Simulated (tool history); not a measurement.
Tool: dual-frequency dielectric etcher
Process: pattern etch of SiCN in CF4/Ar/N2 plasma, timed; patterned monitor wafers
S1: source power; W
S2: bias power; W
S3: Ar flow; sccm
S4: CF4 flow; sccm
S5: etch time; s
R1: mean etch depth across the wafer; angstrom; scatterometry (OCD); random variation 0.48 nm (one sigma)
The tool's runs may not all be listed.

Run 1, hour 0.0: S1 600 W, S2 63 W, S3 83 sccm, S4 49 sccm, S5 81.5 s. Result: R1 779.71 angstrom.
Run 2, hour 4.0: S1 620 W, S2 63 W, S3 83 sccm, S4 49 sccm, S5 81.5 s. Result: R1 799.96 angstrom.
Run 3, hour 11.2: S1 620 W, S2 63 W, S3 83 sccm, S4 54 sccm, S5 81.5 s. Result: R1 801.95 angstrom.
Run 4, hour 15.1: S1 620 W, S2 63 W, S3 90 sccm, S4 54 sccm, S5 81.5 s. Result: R1 805.14 angstrom.
Run 5, hour 23.7: S1 640 W, S2 63 W, S3 90 sccm, S4 54 sccm, S5 81.5 s. Result: R1 818.16 angstrom.
Run 6, hour 27.3: S1 740 W, S2 63 W, S3 90 sccm, S4 54 sccm, S5 81.5 s. Result: R1 902.70 angstrom.

Run 7 comes next. What will it give?
Run 7, hour 30.4: S1 750 W, S2 63 W, S3 90 sccm, S4 54 sccm, S5 81.5 s. Result: R1 ?.

{"run 7": {"R1": 909.83}}
